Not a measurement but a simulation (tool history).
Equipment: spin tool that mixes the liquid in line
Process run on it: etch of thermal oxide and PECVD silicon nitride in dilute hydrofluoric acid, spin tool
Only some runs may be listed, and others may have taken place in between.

run,hour,temperature setpoint of the liquid (K),parts of water to one part of 49 % hydrofluoric acid (parts by volume),time under the liquid (s),thickness taken off the thermal oxide on a monitor wafer (nm),thickness taken off the PECVD silicon nitride on a monitor wafer (nm)
1,0.0,299.15,220,180,3.6351,1.5172
2,4.6,302.65,220,180,4.1853,1.9552
3,11.1,302.65,175,180,5.5264,2.3500
4,15.6,305.65,175,180,6.1812,2.9349
5,19.3,305.15,145,180,7.5537,3.4911
6,21.3,304.15,125,180,8.7995,3.6290
7,30.3,304.15,120,180,9.2053,3.8913

The next listed run, before its measurement:
8,36.6,303.65,115,180,?,?

thickness taken off the thermal oxide on a monitor wafer (nm): 9.5856
thickness taken off the PECVD silicon nitride on a monitor wafer (nm): 3.9106
